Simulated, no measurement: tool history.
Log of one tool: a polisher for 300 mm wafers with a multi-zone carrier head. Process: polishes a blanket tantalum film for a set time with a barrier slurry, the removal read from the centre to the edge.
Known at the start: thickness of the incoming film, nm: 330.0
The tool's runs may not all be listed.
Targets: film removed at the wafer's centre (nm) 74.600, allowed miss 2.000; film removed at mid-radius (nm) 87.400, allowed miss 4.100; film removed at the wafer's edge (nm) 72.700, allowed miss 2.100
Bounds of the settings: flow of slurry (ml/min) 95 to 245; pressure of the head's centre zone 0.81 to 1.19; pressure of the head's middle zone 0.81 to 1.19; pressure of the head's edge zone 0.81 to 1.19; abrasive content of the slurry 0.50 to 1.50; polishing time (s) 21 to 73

run	hour	flow of slurry (ml/min)	pressure of the head's centre zone	pressure of the head's middle zone	pressure of the head's edge zone	abrasive content of the slurry	polishing time (s)	film removed at the wafer's centre (nm)	film removed at mid-radius (nm)	film removed at the wafer's edge (nm)
1	0.0	155	1.00	1.00	1.00	1.00	47	65.998	65.695	61.468
2	2.0	170	1.00	1.05	1.04	1.05	47	68.787	70.057	64.070
3	3.6	170	1.00	1.05	1.04	1.05	36	52.786	52.149	49.381
4	9.5	170	0.99	1.08	1.04	1.15	39	57.798	60.586	54.943
5	11.5	150	0.99	1.08	1.04	1.15	39	57.568	60.071	54.886
6	18.2	150	0.99	1.08	1.04	1.15	28	40.615	42.761	38.521
7	22.2	165	0.98	1.11	1.04	1.25	32	48.380	51.829	46.070
8	24.7	170	0.97	1.13	1.04	1.30	36	54.411	61.279	52.649
9	29.4	180	0.97	1.15	1.06	1.35	38	58.719	64.463	58.348
10	34.2	180	0.97	1.16	1.04	1.40	40	61.702	70.146	61.116
11	41.7	185	0.97	1.17	1.03	1.45	42	66.097	77.968	64.555
12	43.3	195	0.97	1.18	1.03	1.45	43	69.026	79.850	66.127
13	51.1	200	0.96	1.18	1.03	1.45	44	69.553	82.231	67.249
14	54.0	200	0.96	1.18	1.03	1.45	44	69.712	81.434	67.657
15	59.5	200	0.96	1.18	1.03	1.45	45	71.861	84.300	68.265
16	62.8	200	0.96	1.18	1.04	1.45	45	71.202	83.962	68.957
17	68.2	205	0.96	1.18	1.05	1.45	45	71.541	84.184	69.799
18	71.6	210	0.96	1.18	1.06	1.45	45	73.300	83.025	70.637

5 next moves are on the table. One of them brings every result within its allowed miss. Which?
A	75.0	225	0.98	1.19	1.11	1.50	45	?	?	?
B	75.0	240	1.04	1.12	1.16	1.50	42	?	?	?
C	75.0	220	1.01	1.10	1.12	1.45	44	?	?	?
D	75.0	230	0.94	1.08	1.19	1.35	46	?	?	?
E	75.0	200	0.95	1.19	0.94	1.45	47	?	?	?

move	film removed at the wafer's centre (nm)	film removed at mid-radius (nm)	film removed at the wafer's edge (nm)
A	74.778	86.020	72.842
B	74.750	76.804	70.044
C	74.480	77.733	70.910
D	71.623	79.092	75.516
E	73.705	87.686	68.728
A: meets every target
B: further off than the last run
C: further off than the last run
D: further off than the last run
E: brings the result that was furthest off to its target, and leaves another outside
Answer: A

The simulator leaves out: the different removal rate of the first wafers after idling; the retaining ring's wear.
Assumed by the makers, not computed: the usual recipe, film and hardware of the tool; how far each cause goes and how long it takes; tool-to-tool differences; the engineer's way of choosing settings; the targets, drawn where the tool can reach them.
